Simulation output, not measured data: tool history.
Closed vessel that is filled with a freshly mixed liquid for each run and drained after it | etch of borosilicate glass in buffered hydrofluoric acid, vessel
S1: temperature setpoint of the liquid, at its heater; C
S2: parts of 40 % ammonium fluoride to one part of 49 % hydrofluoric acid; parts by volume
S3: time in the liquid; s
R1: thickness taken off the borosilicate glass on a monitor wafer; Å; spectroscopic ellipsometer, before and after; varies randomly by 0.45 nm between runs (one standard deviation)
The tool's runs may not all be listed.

run  hour    S1    S2   S3      R1
  1     0    24    14   95  965.31
  2   4.9  21.5    14   95  847.45
  3   5.9  20.5  14.5   95   777.8
  4  13.1  20.5  14.5  105  855.73
  5  22.1  20.5  14.5   95  775.82
  6  29.8    20  14.5   95  746.08

Forecast run 7:
  7  38.1  19.5  14.5  95   ?

Logged for run 7: R1 726.66 Å.
